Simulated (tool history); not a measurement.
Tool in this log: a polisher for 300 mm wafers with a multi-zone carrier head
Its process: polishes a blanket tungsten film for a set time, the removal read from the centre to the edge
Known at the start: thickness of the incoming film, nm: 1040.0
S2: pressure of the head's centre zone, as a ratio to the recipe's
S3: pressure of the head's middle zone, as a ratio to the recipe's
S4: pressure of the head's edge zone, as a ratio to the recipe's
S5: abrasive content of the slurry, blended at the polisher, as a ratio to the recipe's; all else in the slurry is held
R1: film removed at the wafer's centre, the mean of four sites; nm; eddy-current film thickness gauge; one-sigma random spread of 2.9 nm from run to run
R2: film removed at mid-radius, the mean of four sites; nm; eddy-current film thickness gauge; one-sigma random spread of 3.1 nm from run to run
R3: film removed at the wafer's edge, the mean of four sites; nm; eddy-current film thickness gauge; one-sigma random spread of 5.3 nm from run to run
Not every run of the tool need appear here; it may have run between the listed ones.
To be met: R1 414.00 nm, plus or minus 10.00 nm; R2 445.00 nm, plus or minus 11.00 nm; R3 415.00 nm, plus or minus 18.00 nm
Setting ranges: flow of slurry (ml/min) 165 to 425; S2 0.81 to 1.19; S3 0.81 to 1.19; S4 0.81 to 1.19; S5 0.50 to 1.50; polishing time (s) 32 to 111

{"run": 1, "hour": 0.0, "flow of slurry (ml/min)": 275, "S2": 1.0, "S3": 1.0, "S4": 1.0, "S5": 1.0, "polishing time (s)": 71, "R1": 329.6, "R2": 331.85, "R3": 330.28}
{"run": 2, "hour": 3.3, "flow of slurry (ml/min)": 290, "S2": 1.02, "S3": 1.05, "S4": 1.05, "S5": 1.15, "polishing time (s)": 71, "R1": 348.0, "R2": 357.03, "R3": 358.46}
{"run": 3, "hour": 10.8, "flow of slurry (ml/min)": 290, "S2": 0.97, "S3": 1.05, "S4": 1.05, "S5": 1.15, "polishing time (s)": 71, "R1": 326.3, "R2": 354.59, "R3": 341.1}
{"run": 4, "hour": 17.0, "flow of slurry (ml/min)": 245, "S2": 0.97, "S3": 1.05, "S4": 1.05, "S5": 1.15, "polishing time (s)": 71, "R1": 325.53, "R2": 353.55, "R3": 345.9}
{"run": 5, "hour": 18.5, "flow of slurry (ml/min)": 245, "S2": 1.0, "S3": 1.09, "S4": 1.05, "S5": 1.25, "polishing time (s)": 72, "R1": 342.47, "R2": 378.72, "R3": 361.58}
{"run": 6, "hour": 27.2, "flow of slurry (ml/min)": 220, "S2": 1.0, "S3": 1.09, "S4": 1.05, "S5": 1.25, "polishing time (s)": 72, "R1": 340.08, "R2": 366.47, "R3": 355.1}
{"run": 7, "hour": 33.5, "flow of slurry (ml/min)": 255, "S2": 1.03, "S3": 1.12, "S4": 1.06, "S5": 1.3, "polishing time (s)": 72, "R1": 360.79, "R2": 391.18, "R3": 361.77}
{"run": 8, "hour": 38.2, "flow of slurry (ml/min)": 265, "S2": 1.04, "S3": 1.13, "S4": 1.09, "S5": 1.35, "polishing time (s)": 73, "R1": 374.44, "R2": 402.47, "R3": 382.66}
{"run": 9, "hour": 40.8, "flow of slurry (ml/min)": 285, "S2": 1.05, "S3": 1.15, "S4": 1.11, "S5": 1.4, "polishing time (s)": 73, "R1": 385.28, "R2": 417.79, "R3": 381.78}

Which one of the following 4 next-run settings gets every result inside its allowed miss? There is exactly one.
{"run": "A", "hour": 43.4, "flow of slurry (ml/min)": 250, "S2": 0.99, "S3": 1.1, "S4": 1.15, "S5": 1.4, "polishing time (s)": 70, "R1": "?", "R2": "?", "R3": "?"}
{"run": "B", "hour": 43.4, "flow of slurry (ml/min)": 285, "S2": 1.06, "S3": 1.15, "S4": 1.12, "S5": 1.4, "polishing time (s)": 78, "R1": "?", "R2": "?", "R3": "?"}
{"run": "C", "hour": 43.4, "flow of slurry (ml/min)": 300, "S2": 1.07, "S3": 1.02, "S4": 1.05, "S5": 1.25, "polishing time (s)": 81, "R1": "?", "R2": "?", "R3": "?"}
{"run": "D", "hour": 43.4, "flow of slurry (ml/min)": 225, "S2": 0.96, "S3": 1.06, "S4": 1.19, "S5": 1.45, "polishing time (s)": 74, "R1": "?", "R2": "?", "R3": "?"}

move=A R1=343.51 R2=381.75 R3=367.44
move=B R1=416.01 R2=447.43 R3=408.04
move=C R1=426.88 R2=410.68 R3=403.10
move=D R1=350.42 R2=389.82 R3=394.87
A: moves away from the targets compared with the last run
B: every result within its allowed miss
C: takes the result that was furthest off past its target
D: moves away from the targets compared with the last run
So the answer is move B, the one that meets all the targets.
